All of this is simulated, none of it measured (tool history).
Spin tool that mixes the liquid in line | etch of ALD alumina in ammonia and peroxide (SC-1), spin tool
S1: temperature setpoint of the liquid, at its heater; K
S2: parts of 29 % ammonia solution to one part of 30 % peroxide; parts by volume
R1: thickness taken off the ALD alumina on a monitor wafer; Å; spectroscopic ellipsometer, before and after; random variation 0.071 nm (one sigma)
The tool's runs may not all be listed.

run 1 hour=0.0 | S1=323.15 S2=0.90 time_under_the_liquid_(s)=275 | R1=135.89
run 2 hour=3.2 | S1=323.15 S2=0.65 time_under_the_liquid_(s)=275 | R1=131.95
run 3 hour=10.2 | S1=323.65 S2=0.65 time_under_the_liquid_(s)=275 | R1=134.77
run 4 hour=11.1 | S1=323.65 S2=0.45 time_under_the_liquid_(s)=275 | R1=131.21
run 5 hour=19.0 | S1=323.65 S2=0.20 time_under_the_liquid_(s)=275 | R1=121.69
run 6 hour=24.1 | S1=324.65 S2=0.20 time_under_the_liquid_(s)=275 | R1=128.03
run 7 hour=28.4 | S1=325.15 S2=0.20 time_under_the_liquid_(s)=275 | R1=131.24

Run 8 comes next. What will it give?
-- hour=35.6 new drum of ammonia solution connected
run 8 hour=35.6 | S1=325.65 S2=0.20 time_under_the_liquid_(s)=275 | R1=?

Run 8 gave R1 137.27 Å.

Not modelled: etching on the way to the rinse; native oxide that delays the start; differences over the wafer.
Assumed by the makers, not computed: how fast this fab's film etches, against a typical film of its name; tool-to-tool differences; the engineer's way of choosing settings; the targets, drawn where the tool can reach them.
